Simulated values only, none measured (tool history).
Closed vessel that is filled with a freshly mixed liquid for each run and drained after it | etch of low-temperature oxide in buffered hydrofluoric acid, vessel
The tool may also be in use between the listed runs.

run	day	temperature setpoint of the liquid (C)	parts of 40 % ammonium fluoride to one part of 49 % hydrofluoric acid (parts by volume)	time in the liquid (s)	thickness taken off the low-temperature oxide on a monitor wafer (Å)
1	0	24	11	85	1629.9
2	0.038	24	11	85	1642
3	0.108	24	11	85	1629.9
4	0.375	24	11	95	1814.6
5	0.712	24	14	95	1438.7
6	0.746	25.5	13	95	1679.1
7	0.792	26.5	12	95	1921
8	1.071	27.5	11.5	95	2109.8
9	1.412	28.5	11	95	2326.9
10	1.546	28.5	11	95	2322.7
11	1.617	29	10.5	95	2513.5
12	1.75	29.5	10.5	95	2572.6
13	1.854	30	10.5	95	2636.9
14	2.1	30.5	10.5	95	2692.8
15	2.267	31	10	95	2901.9
16	2.454	31	10	95	2913.1

Run 17, settings as shown, results not yet in. Your forecast:
17	2.558	31.5	9.5	95	?

Run 17 yielded thickness taken off the low-temperature oxide on a monitor wafer (Å) 3080.4.
